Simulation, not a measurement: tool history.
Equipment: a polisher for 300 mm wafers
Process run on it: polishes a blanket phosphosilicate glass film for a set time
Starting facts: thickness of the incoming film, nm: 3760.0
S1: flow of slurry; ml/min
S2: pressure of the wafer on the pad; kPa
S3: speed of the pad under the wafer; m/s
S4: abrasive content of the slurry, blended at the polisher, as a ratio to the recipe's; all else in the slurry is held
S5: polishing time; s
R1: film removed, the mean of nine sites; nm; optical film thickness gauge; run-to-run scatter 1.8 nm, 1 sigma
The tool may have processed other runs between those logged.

Run 1, hour 0: S1 230 ml/min, S2 13.8 kPa, S3 1.08 m/s, S4 1, S5 77 s. Result: R1 402.27 nm.
Run 2, hour 3.1: S1 175 ml/min, S2 13.8 kPa, S3 1.08 m/s, S4 1, S5 77 s. Result: R1 382.36 nm.
Run 3, hour 11.1: S1 175 ml/min, S2 13.8 kPa, S3 1.08 m/s, S4 1, S5 82 s. Result: R1 415.91 nm.
Run 4, hour 12.2: S1 175 ml/min, S2 15.9 kPa, S3 1.08 m/s, S4 1, S5 82 s. Result: R1 479.11 nm.
Run 5, hour 13: S1 175 ml/min, S2 15.9 kPa, S3 1.3 m/s, S4 1, S5 82 s. Result: R1 553.74 nm.
Run 6, hour 21.4: S1 175 ml/min, S2 13.8 kPa, S3 1.3 m/s, S4 1, S5 82 s. Result: R1 477.75 nm.
Run 7, hour 23.8: S1 175 ml/min, S2 12.4 kPa, S3 1.16 m/s, S4 1, S5 82 s. Result: R1 391.73 nm.
Run 8, hour 26.5: S1 175 ml/min, S2 12.4 kPa, S3 1.16 m/s, S4 1, S5 82 s. Result: R1 395.47 nm.
Run 9, hour 31.2: S1 175 ml/min, S2 11 kPa, S3 1.06 m/s, S4 1, S5 82 s. Result: R1 325.96 nm.
Run 10, hour 38.3: S1 175 ml/min, S2 10.3 kPa, S3 1 m/s, S4 1, S5 82 s. Result: R1 296.41 nm.
Run 11, hour 44.4: S1 175 ml/min, S2 9.7 kPa, S3 0.94 m/s, S4 1, S5 82 s. Result: R1 263.8 nm.

What will run 12 give?
Run 12, hour 45.1: S1 175 ml/min, S2 9 kPa, S3 0.9 m/s, S4 1, S5 82 s. Result: R1 ?.

R1: 235.11 nm
